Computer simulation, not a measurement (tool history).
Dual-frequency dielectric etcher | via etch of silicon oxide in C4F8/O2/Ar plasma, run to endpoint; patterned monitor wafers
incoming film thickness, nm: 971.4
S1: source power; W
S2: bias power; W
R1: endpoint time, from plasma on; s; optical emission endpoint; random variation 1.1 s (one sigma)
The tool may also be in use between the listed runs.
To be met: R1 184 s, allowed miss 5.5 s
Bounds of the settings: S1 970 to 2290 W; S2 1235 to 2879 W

run 1 hour=0 | S1=1630 S2=2057 | R1=241.66
run 2 hour=5.8 | S1=1500 S2=2057 | R1=252.7
run 3 hour=6.6 | S1=1770 S2=2243 | R1=224.27
run 4 hour=14.2 | S1=1770 S2=2060 | R1=232.58
run 5 hour=18.8 | S1=1950 S2=2223 | R1=215.18
run 6 hour=22.3 | S1=2070 S2=2346 | R1=204.55
run 7 hour=27.8 | S1=2150 S2=2444 | R1=196.35
run 8 hour=35.7 | S1=2200 S2=2498 | R1=192.4

5 next moves are on the table. One of them brings every result within its allowed miss. Which?
run A hour=43.6 | S1=2150 S2=2353 | R1=?
run B hour=43.6 | S1=2010 S2=2595 | R1=?
run C hour=43.6 | S1=2110 S2=2635 | R1=?
run D hour=43.6 | S1=2290 S2=2623 | R1=?
run E hour=43.6 | S1=2160 S2=2442 | R1=?

move=A R1=198.02
move=B R1=197.26
move=C R1=191.45
move=D R1=184.27
move=E R1=194.8
A: further off than the last run
B: further off than the last run
C: nearer than the last run, and not there yet
D: meets every target
E: further off than the last run
The right move is D.

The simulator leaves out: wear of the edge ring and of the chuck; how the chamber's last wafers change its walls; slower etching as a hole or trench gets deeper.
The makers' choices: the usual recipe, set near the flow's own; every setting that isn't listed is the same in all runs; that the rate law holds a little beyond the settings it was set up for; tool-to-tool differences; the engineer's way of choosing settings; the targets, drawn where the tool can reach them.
